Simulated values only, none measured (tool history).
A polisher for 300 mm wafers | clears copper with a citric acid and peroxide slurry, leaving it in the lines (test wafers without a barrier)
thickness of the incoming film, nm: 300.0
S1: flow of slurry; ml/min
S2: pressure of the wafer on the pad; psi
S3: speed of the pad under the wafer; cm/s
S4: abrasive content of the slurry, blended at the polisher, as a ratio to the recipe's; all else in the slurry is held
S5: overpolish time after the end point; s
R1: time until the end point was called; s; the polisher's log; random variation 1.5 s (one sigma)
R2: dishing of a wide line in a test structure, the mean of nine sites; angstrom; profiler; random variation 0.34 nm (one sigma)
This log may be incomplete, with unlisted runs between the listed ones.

| run | hour | S1 | S2 | S3 | S4 | S5 | R1 | R2 |
|---|---|---|---|---|---|---|---|---|
| 1 | 0.0 | 255 | 3.4 | 104 | 1.0 | 14 | 140.54 | 220.03 |
| 2 | 1.2 | 255 | 3.1 | 104 | 1.0 | 14 | 152.93 | 206.89 |
| 3 | 6.2 | 255 | 3.3 | 104 | 1.0 | 12 | 146.26 | 187.19 |
| 4 | 12.1 | 255 | 3.5 | 104 | 1.0 | 11 | 139.08 | 180.20 |
| 5 | 16.6 | 255 | 3.7 | 104 | 1.0 | 10 | 130.42 | 174.87 |
| 6 | 21.9 | 255 | 3.7 | 104 | 1.0 | 6 | 130.43 | 113.97 |
| 7 | 22.6 | 255 | 3.8 | 104 | 1.0 | 6 | 124.62 | 115.60 |
| 8 | 26.7 | 255 | 3.9 | 104 | 1.0 | 6 | 122.85 | 119.72 |

Predict the results of run 9:
| 9 | 34.3 | 255 | 4.0 | 104 | 1.0 | 6 | ? | ? |

{"run 9": {"R1": 121.14, "R2": 119.59}}

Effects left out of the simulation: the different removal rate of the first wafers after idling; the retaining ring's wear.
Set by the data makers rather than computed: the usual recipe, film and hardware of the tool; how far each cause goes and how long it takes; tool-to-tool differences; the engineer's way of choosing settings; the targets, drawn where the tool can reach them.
